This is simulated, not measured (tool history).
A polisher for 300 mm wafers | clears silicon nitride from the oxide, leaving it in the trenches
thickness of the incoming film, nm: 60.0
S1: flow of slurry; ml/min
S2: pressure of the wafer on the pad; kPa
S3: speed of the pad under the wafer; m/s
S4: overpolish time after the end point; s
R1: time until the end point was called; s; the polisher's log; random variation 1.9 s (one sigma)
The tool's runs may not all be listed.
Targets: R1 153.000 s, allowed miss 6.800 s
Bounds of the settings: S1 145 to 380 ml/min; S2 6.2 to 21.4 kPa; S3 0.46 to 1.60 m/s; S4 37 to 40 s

run,hour,S1,S2,S3,S4,R1
1,0.0,245,13.8,1.02,37,87.588
2,5.0,245,13.8,1.18,37,77.321
3,11.4,245,17.2,1.18,37,60.373
4,15.2,245,15.9,1.16,37,67.846
5,18.4,245,15.9,1.04,37,73.188
6,21.0,280,15.9,1.04,37,74.701
7,27.0,280,15.2,1.04,37,78.358
8,34.6,280,14.5,1.04,37,80.788
9,37.6,280,13.8,1.02,37,87.038
10,38.9,280,13.8,1.02,37,87.506
11,42.1,280,13.1,1.02,37,91.311

4 next moves are on the table. One of them brings every result within its allowed miss. Which?
A,45.3,270,16.5,1.42,37,?
B,45.3,280,8.3,0.94,40,?
C,45.3,265,20.0,1.32,37,?
D,45.3,305,16.5,1.08,39,?

move,R1
A,52.189
B,151.610
C,46.671
D,67.415
A: further off than the last run
B: meets every target
C: further off than the last run
D: further off than the last run
Move B is the one to make.

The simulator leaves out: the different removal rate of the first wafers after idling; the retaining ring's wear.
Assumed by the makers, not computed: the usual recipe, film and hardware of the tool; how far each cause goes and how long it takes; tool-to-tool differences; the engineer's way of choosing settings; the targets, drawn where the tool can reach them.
